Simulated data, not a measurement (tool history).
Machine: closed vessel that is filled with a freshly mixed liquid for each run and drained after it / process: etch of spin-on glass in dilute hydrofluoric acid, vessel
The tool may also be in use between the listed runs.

| run | hour | temperature setpoint of the liquid (K) | parts of water to one part of 49 % hydrofluoric acid (parts by volume) | time in the liquid (s) | thickness taken off the spin-on glass on a monitor wafer (nm) |
|---|---|---|---|---|---|
| 1 | 0.0 | 296.15 | 90 | 105 | 41.067 |
| 2 | 6.5 | 298.15 | 90 | 105 | 43.417 |
| 3 | 7.6 | 298.15 | 90 | 105 | 44.549 |
| 4 | 13.9 | 296.15 | 90 | 105 | 41.304 |
| 5 | 20.1 | 297.65 | 90 | 105 | 43.867 |
| 6 | 28.2 | 299.15 | 90 | 105 | 46.148 |
| 7 | 29.8 | 300.15 | 90 | 105 | 48.710 |

Forecast run 8:
| 8 | 37.0 | 301.15 | 90 | 105 | ? |

thickness taken off the spin-on glass on a monitor wafer (nm): 50.352

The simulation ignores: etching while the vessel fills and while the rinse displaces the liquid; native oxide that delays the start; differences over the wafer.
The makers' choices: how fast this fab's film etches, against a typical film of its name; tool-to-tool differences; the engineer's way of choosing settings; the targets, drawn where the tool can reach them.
